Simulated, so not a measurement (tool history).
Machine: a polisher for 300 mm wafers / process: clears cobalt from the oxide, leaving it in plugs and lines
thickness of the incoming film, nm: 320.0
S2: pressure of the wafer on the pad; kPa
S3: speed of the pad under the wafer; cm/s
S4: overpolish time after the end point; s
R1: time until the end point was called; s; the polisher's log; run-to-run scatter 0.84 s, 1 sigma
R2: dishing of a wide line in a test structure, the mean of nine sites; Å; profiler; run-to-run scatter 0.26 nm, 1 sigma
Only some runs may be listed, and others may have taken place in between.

{"run": 1, "hour": 0.0, "flow of slurry (ml/min)": 200, "S2": 11.7, "S3": 106, "S4": 14, "R1": 68.715, "R2": 430.87}
{"run": 2, "hour": 5.6, "flow of slurry (ml/min)": 200, "S2": 9.7, "S3": 106, "S4": 14, "R1": 80.881, "R2": 391.35}
{"run": 3, "hour": 6.7, "flow of slurry (ml/min)": 200, "S2": 9.7, "S3": 108, "S4": 13, "R1": 79.524, "R2": 385.4}
{"run": 4, "hour": 14.3, "flow of slurry (ml/min)": 195, "S2": 10.3, "S3": 102, "S4": 12, "R1": 79.965, "R2": 368.2}
{"run": 5, "hour": 19.0, "flow of slurry (ml/min)": 195, "S2": 10.3, "S3": 102, "S4": 7, "R1": 78.405, "R2": 237.66}
{"run": 6, "hour": 25.6, "flow of slurry (ml/min)": 195, "S2": 10.3, "S3": 102, "S4": 4, "R1": 78.894, "R2": 150.74}
{"hour": 29.5, "done": "slurry nozzle cleaned"}
{"run": 7, "hour": 29.5, "flow of slurry (ml/min)": 195, "S2": 13.8, "S3": 104, "S4": 5, "R1": 60.207, "R2": 235.51}
{"run": 8, "hour": 32.9, "flow of slurry (ml/min)": 205, "S2": 13.8, "S3": 106, "S4": 5, "R1": 57.554, "R2": 239.81}
{"run": 9, "hour": 34.2, "flow of slurry (ml/min)": 205, "S2": 13.1, "S3": 110, "S4": 5, "R1": 57.223, "R2": 243.54}
{"run": 10, "hour": 34.9, "flow of slurry (ml/min)": 205, "S2": 13.1, "S3": 110, "S4": 5, "R1": 58.314, "R2": 242.12}
{"run": 11, "hour": 38.2, "flow of slurry (ml/min)": 195, "S2": 13.1, "S3": 110, "S4": 5, "R1": 57.151, "R2": 236.91}
{"run": 12, "hour": 38.9, "flow of slurry (ml/min)": 190, "S2": 13.1, "S3": 110, "S4": 5, "R1": 57.311, "R2": 238.58}
{"run": 13, "hour": 41.8, "flow of slurry (ml/min)": 180, "S2": 13.1, "S3": 112, "S4": 5, "R1": 55.981, "R2": 238.09}
{"run": 14, "hour": 47.6, "flow of slurry (ml/min)": 175, "S2": 13.1, "S3": 112, "S4": 5, "R1": 57.058, "R2": 242.1}
{"run": 15, "hour": 56.3, "flow of slurry (ml/min)": 190, "S2": 13.1, "S3": 114, "S4": 5, "R1": 56.041, "R2": 244.4}

Run 16 is up next; what results do you expect?
{"run": 16, "hour": 63.7, "flow of slurry (ml/min)": 180, "S2": 13.1, "S3": 116, "S4": 5, "R1": "?", "R2": "?"}

Run 16 produced R1 56.224 s, R2 248.22 Å.

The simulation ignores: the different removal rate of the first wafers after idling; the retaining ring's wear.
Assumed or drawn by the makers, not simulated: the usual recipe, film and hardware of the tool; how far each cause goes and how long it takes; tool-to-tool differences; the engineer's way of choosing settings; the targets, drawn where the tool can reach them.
